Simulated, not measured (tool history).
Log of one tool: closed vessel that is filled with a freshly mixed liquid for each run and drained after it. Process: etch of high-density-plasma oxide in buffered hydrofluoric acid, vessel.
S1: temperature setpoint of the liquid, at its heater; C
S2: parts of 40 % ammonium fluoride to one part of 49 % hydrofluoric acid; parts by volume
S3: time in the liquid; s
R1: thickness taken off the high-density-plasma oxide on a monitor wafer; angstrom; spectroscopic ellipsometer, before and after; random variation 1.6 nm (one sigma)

Run 1, hour 0.0: S1 21.0 C, S2 10.0 parts by volume, S3 90 s. Result: R1 1405.8 angstrom.
Run 2, hour 8.5: S1 21.0 C, S2 10.0 parts by volume, S3 90 s. Result: R1 1414.1 angstrom.
Run 3, hour 9.4: S1 21.0 C, S2 10.0 parts by volume, S3 95 s. Result: R1 1494.0 angstrom.
Run 4, hour 10.4: S1 22.5 C, S2 10.0 parts by volume, S3 95 s. Result: R1 1620.4 angstrom.
Run 5, hour 15.5: S1 23.5 C, S2 10.0 parts by volume, S3 95 s. Result: R1 1701.8 angstrom.
Run 6, hour 22.6: S1 23.5 C, S2 10.0 parts by volume, S3 90 s. Result: R1 1610.5 angstrom.
Run 7, hour 25.1: S1 24.5 C, S2 10.0 parts by volume, S3 90 s. Result: R1 1706.7 angstrom.
Run 8, hour 27.6: S1 25.0 C, S2 10.0 parts by volume, S3 90 s. Result: R1 1759.0 angstrom.
Run 9, hour 33.4: S1 25.5 C, S2 10.0 parts by volume, S3 90 s. Result: R1 1796.9 angstrom.

Forecast run 10:
Run 10, hour 41.3: S1 26.0 C, S2 10.0 parts by volume, S3 90 s. Result: R1 ?.

Run 10 gave R1 1859.1 angstrom.

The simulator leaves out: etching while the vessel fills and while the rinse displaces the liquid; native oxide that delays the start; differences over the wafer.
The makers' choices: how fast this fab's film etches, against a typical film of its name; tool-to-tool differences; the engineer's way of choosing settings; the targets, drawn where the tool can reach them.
